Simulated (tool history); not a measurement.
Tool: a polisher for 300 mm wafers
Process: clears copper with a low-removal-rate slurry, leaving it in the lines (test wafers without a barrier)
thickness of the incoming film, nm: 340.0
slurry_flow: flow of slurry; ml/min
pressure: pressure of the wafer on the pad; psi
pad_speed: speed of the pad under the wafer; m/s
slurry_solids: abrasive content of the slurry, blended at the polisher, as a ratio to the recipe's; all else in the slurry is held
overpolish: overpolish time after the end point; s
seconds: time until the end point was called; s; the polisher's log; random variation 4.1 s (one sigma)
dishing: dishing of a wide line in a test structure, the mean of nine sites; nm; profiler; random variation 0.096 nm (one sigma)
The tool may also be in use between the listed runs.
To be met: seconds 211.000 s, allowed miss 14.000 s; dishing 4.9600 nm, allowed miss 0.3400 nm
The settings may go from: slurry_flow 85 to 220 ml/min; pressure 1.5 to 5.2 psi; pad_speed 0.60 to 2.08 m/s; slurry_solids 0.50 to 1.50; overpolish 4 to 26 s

Run 1, day 0.000: slurry_flow 140 ml/min, pressure 3.3 psi, pad_speed 1.34 m/s, slurry_solids 1.00, overpolish 13 s. Result: seconds 74.293 s, dishing 34.7860 nm.
Run 2, day 0.138: slurry_flow 125 ml/min, pressure 2.8 psi, pad_speed 1.14 m/s, slurry_solids 0.85, overpolish 11 s. Result: seconds 107.040 s, dishing 22.2780 nm.
Run 3, day 0.379: slurry_flow 115 ml/min, pressure 2.4 psi, pad_speed 1.00 m/s, slurry_solids 0.75, overpolish 9 s. Result: seconds 152.700 s, dishing 14.0250 nm.
Run 4, day 0.525: slurry_flow 150 ml/min, pressure 2.4 psi, pad_speed 1.00 m/s, slurry_solids 0.75, overpolish 9 s. Result: seconds 143.590 s, dishing 15.5490 nm.
Run 5, day 0.792: slurry_flow 130 ml/min, pressure 2.2 psi, pad_speed 0.96 m/s, slurry_solids 0.70, overpolish 8 s. Result: seconds 170.220 s, dishing 11.6510 nm.
Run 6, day 0.817: slurry_flow 120 ml/min, pressure 2.0 psi, pad_speed 1.00 m/s, slurry_solids 0.65, overpolish 7 s. Result: seconds 184.250 s, dishing 9.6765 nm.
Run 7, day 1.000: slurry_flow 85 ml/min, pressure 1.5 psi, pad_speed 1.08 m/s, slurry_solids 0.50, overpolish 4 s. Result: seconds 289.630 s, dishing 3.7824 nm.
Run 8, day 1.042: slurry_flow 90 ml/min, pressure 1.6 psi, pad_speed 1.14 m/s, slurry_solids 0.50, overpolish 4 s. Result: seconds 247.420 s, dishing 4.1841 nm.
Run 9, day 1.300: slurry_flow 95 ml/min, pressure 1.6 psi, pad_speed 1.16 m/s, slurry_solids 0.50, overpolish 4 s. Result: seconds 244.180 s, dishing 4.3305 nm.
Run 10, day 1.333: slurry_flow 100 ml/min, pressure 1.6 psi, pad_speed 1.18 m/s, slurry_solids 0.50, overpolish 4 s. Result: seconds 233.330 s, dishing 4.4507 nm.
Run 11, day 1.392: slurry_flow 100 ml/min, pressure 1.6 psi, pad_speed 1.18 m/s, slurry_solids 0.50, overpolish 4 s. Result: seconds 234.290 s, dishing 4.4695 nm.
Run 12, day 1.492: slurry_flow 105 ml/min, pressure 1.6 psi, pad_speed 1.20 m/s, slurry_solids 0.50, overpolish 4 s. Result: seconds 234.640 s, dishing 4.4545 nm.

Which of these 5 next moves meets every target?
Run A, day 1.592: slurry_flow 115 ml/min, pressure 1.5 psi, pad_speed 1.30 m/s, slurry_solids 0.50, overpolish 5 s. Result: seconds ?, dishing ?.
Run B, day 1.592: slurry_flow 110 ml/min, pressure 1.9 psi, pad_speed 1.06 m/s, slurry_solids 0.50, overpolish 4 s. Result: seconds ?, dishing ?.
Run C, day 1.592: slurry_flow 115 ml/min, pressure 1.7 psi, pad_speed 1.38 m/s, slurry_solids 0.50, overpolish 4 s. Result: seconds ?, dishing ?.
Run D, day 1.592: slurry_flow 120 ml/min, pressure 1.6 psi, pad_speed 1.02 m/s, slurry_solids 0.50, overpolish 6 s. Result: seconds ?, dishing ?.
Run E, day 1.592: slurry_flow 90 ml/min, pressure 1.5 psi, pad_speed 1.08 m/s, slurry_solids 0.60, overpolish 5 s. Result: seconds ?, dishing ?.

move  seconds  dishing
   A  217.770   6.0300
   B  214.670   4.9531
   C  182.710   5.7709
   D  256.370   6.1440
   E  256.460   5.1627
A: brings the result that was furthest off to its target, and leaves another outside
B: meets every target
C: takes the result that was furthest off past its target
D: further off than the last run
E: further off than the last run
Answer: B

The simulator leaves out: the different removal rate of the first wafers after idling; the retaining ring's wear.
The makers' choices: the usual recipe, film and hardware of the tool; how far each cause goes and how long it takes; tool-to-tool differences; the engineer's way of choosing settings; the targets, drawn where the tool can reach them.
